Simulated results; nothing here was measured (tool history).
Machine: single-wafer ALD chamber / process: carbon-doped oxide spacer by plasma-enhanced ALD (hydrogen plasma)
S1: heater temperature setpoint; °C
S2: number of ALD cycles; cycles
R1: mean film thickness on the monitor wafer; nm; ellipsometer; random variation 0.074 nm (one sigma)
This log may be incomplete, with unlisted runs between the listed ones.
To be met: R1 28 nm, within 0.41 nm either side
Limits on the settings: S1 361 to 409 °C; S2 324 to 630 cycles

Run 1, hour 0: S1 385 °C, S2 477 cycles. Result: R1 25.257 nm.
Run 2, hour 7: S1 385 °C, S2 408 cycles. Result: R1 21.511 nm.
Run 3, hour 8: S1 385 °C, S2 351 cycles. Result: R1 18.537 nm.
Run 4, hour 14.7: S1 375 °C, S2 351 cycles. Result: R1 18.585 nm.
Run 5, hour 23.2: S1 375 °C, S2 324 cycles. Result: R1 17.081 nm.
Run 6, hour 23.9: S1 375 °C, S2 324 cycles. Result: R1 17.112 nm.
Run 7, hour 24.5: S1 375 °C, S2 324 cycles. Result: R1 17.091 nm.
Run 8, hour 27.6: S1 376 °C, S2 388 cycles. Result: R1 20.537 nm.
Run 9, hour 30.1: S1 377 °C, S2 464 cycles. Result: R1 24.548 nm.
Run 10, hour 38: S1 377 °C, S2 482 cycles. Result: R1 25.483 nm.

Which one of the following 4 next-run settings gets every result inside its allowed miss? There is exactly one.
Run A, hour 45.9: S1 397 °C, S2 501 cycles. Result: R1 ?.
Run B, hour 45.9: S1 373 °C, S2 469 cycles. Result: R1 ?.
Run C, hour 45.9: S1 370 °C, S2 427 cycles. Result: R1 ?.
Run D, hour 45.9: S1 377 °C, S2 528 cycles. Result: R1 ?.

move      R1
   A  26.367
   B  24.683
   C  22.472
   D  27.788
A: closer than the last run, but not yet in spec
B: further off than the last run
C: further off than the last run
D: every result within its allowed miss
The right move is D.
